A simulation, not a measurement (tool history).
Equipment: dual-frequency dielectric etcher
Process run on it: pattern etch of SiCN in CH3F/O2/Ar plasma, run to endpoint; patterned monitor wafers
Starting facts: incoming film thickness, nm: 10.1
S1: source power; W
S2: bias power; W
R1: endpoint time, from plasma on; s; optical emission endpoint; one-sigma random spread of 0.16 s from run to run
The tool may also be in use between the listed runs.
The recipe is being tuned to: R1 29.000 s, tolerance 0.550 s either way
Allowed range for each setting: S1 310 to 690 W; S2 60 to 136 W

{"run": 1, "day": 0.0, "S1": 500, "S2": 98, "R1": 23.529}
{"run": 2, "day": 0.125, "S1": 470, "S2": 94, "R1": 24.866}
{"run": 3, "day": 0.483, "S1": 470, "S2": 110, "R1": 23.87}
{"run": 4, "day": 0.671, "S1": 440, "S2": 108, "R1": 24.766}
{"run": 5, "day": 0.925, "S1": 390, "S2": 108, "R1": 26.715}
{"run": 6, "day": 1.262, "S1": 380, "S2": 108, "R1": 27.641}
{"run": 7, "day": 1.379, "S1": 370, "S2": 108, "R1": 27.685}
{"run": 8, "day": 1.554, "S1": 360, "S2": 108, "R1": 28.395}
{"run": 9, "day": 1.592, "S1": 340, "S2": 107, "R1": 29.817}

Exercise: of the 4 proposed moves below, exactly one satisfies all targets within the stated allowed misses. Which move is it?
{"run": "A", "day": 1.629, "S1": 320, "S2": 101, "R1": "?"}
{"run": "B", "day": 1.629, "S1": 340, "S2": 98, "R1": "?"}
{"run": "C", "day": 1.629, "S1": 340, "S2": 114, "R1": "?"}
{"run": "D", "day": 1.629, "S1": 320, "S2": 108, "R1": "?"}

move=A R1=32.059
move=B R1=30.829
move=C R1=29.470
move=D R1=31.424
A: its largest miss is bigger than the last run's
B: its largest miss is bigger than the last run's
C: all results land within tolerance of their targets
D: its largest miss is bigger than the last run's
The right move is C.
